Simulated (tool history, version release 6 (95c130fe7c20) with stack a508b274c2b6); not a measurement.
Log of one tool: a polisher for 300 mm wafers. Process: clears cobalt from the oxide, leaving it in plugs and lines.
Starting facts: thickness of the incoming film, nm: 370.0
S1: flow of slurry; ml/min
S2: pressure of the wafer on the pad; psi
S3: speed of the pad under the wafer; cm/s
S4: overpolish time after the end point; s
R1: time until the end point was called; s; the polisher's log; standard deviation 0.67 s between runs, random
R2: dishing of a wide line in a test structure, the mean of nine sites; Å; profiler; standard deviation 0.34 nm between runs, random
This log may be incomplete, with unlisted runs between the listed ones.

run	hour	S1	S2	S3	S4	R1	R2
1	0	240	2.1	120	12	62.727	456.95
2	3	240	2.1	108	12	69.703	430.03
3	9.2	205	2.1	108	12	70.931	421.79
4	16.7	195	2.2	108	11	66.912	418.83
5	25.5	185	2.2	112	10	64.757	392.21
6	29.5	185	2.2	142	10	50.271	458.45
7	35.9	180	2.2	144	9	52.008	428.5
8	39.6	175	2.2	144	8	52.765	407.56
9	42.6	170	2.3	142	7	50.242	370.4
10	48.2	175	2.4	136	7	50.305	377.84
11	52	170	2.5	130	7	50.201	370.06
12	58	165	2.6	126	7	51.614	374.75
13	66.2	175	2.6	126	7	50.879	377.44
14	68.8	170	2.7	124	7	50.126	379.91
15	74.1	165	2.7	122	7	51.902	379.95
16	80.7	195	2.5	130	7	50.88	377.09
17	89.1	190	2.6	128	7	49.056	378.12
18	93	220	2.6	124	7	48.909	374.3
19	94	290	2.5	112	4	55.737	227.02
20	98.4	290	2.6	112	4	53.246	231.77
21	106.3	285	2.7	112	4	51.727	242.69

Run 22, settings as shown, results not yet in. Your forecast:
22	112	285	2.8	112	4	?	?

For run 22 the tool returned R1 50.42 s, R2 246.9 Å.

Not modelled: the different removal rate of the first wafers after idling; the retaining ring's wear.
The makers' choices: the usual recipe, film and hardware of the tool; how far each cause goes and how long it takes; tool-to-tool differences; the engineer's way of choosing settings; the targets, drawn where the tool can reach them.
